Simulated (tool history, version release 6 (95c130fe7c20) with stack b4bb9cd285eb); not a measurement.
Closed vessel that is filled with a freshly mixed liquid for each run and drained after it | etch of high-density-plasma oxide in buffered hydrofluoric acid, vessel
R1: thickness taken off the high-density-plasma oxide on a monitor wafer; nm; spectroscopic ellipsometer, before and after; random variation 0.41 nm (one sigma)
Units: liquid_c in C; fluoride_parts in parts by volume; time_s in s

Run 1, day 0: liquid_c 20 C, fluoride_parts 11.5 parts by volume, time_s 30 s. Result: R1 37.578 nm.
Run 2, day 0.275: liquid_c 20 C, fluoride_parts 11.5 parts by volume, time_s 30 s. Result: R1 38.077 nm.
Run 3, day 0.35: liquid_c 20 C, fluoride_parts 11.5 parts by volume, time_s 30 s. Result: R1 37.918 nm.
Run 4, day 0.4: liquid_c 21.5 C, fluoride_parts 11.5 parts by volume, time_s 30 s. Result: R1 40.863 nm.
At day 0.721: hydrofluoric acid flow meter replaced.
Run 5, day 0.721: liquid_c 21.5 C, fluoride_parts 11.5 parts by volume, time_s 30 s. Result: R1 45.48 nm.
Run 6, day 0.921: liquid_c 21.5 C, fluoride_parts 11.5 parts by volume, time_s 30 s. Result: R1 46.167 nm.
Run 7, day 0.958: liquid_c 23.5 C, fluoride_parts 11.5 parts by volume, time_s 30 s. Result: R1 51.428 nm.
Run 8, day 1.338: liquid_c 25 C, fluoride_parts 10.5 parts by volume, time_s 30 s. Result: R1 61.251 nm.
Run 9, day 1.65: liquid_c 26 C, fluoride_parts 9.5 parts by volume, time_s 30 s. Result: R1 69.707 nm.
Run 10, day 1.933: liquid_c 26 C, fluoride_parts 9.5 parts by volume, time_s 30 s. Result: R1 69.052 nm.
Run 11, day 2.112: liquid_c 26.5 C, fluoride_parts 8.5 parts by volume, time_s 30 s. Result: R1 78.483 nm.
Run 12, day 2.379: liquid_c 27 C, fluoride_parts 8 parts by volume, time_s 30 s. Result: R1 85.598 nm.

Forecast run 13:
Run 13, day 2.729: liquid_c 28 C, fluoride_parts 7.5 parts by volume, time_s 30 s. Result: R1 ?.

{"run 13": {"R1": 97.559}}
